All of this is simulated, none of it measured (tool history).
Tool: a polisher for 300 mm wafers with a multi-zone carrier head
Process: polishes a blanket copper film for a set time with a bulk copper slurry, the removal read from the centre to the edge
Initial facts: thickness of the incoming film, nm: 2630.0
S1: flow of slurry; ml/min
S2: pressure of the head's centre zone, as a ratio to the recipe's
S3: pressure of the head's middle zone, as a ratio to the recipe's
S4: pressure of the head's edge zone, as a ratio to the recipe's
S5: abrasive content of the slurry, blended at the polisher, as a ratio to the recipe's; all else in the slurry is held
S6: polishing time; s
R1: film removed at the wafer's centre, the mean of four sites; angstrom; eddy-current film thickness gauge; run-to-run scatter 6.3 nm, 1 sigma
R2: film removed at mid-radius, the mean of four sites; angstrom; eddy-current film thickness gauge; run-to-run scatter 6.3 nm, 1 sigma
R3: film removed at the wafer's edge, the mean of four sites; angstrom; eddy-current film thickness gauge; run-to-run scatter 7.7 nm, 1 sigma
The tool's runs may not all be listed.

run 1 hour=0.0 | S1=220 S2=1.00 S3=1.00 S4=1.00 S5=1.00 S6=59 | R1=7407.4 R2=7497.4 R3=7151.9
run 2 hour=6.8 | S1=270 S2=1.00 S3=1.00 S4=1.00 S5=1.00 S6=59 | R1=7710.2 R2=7849.9 R3=7712.8
run 3 hour=11.5 | S1=315 S2=1.00 S3=1.00 S4=1.00 S5=1.00 S6=59 | R1=7817.3 R2=8052.4 R3=7433.9
run 4 hour=15.1 | S1=315 S2=0.94 S3=1.00 S4=1.00 S5=1.00 S6=59 | R1=7367.6 R2=8046.8 R3=7488.4
run 5 hour=19.8 | S1=305 S2=0.91 S3=0.95 S4=0.99 S5=0.85 S6=54 | R1=6242.7 R2=6798.0 R3=6888.7
run 6 hour=22.4 | S1=305 S2=0.91 S3=0.95 S4=0.99 S5=0.85 S6=42 | R1=4946.9 R2=5322.9 R3=5305.9

The next listed run, before its measurement:
run 7 hour=29.9 | S1=300 S2=0.91 S3=0.93 S4=0.98 S5=0.80 S6=42 | R1=? R2=? R3=?

{"run 7": {"R1": 4981.0, "R2": 5254.4, "R3": 5251.8}}
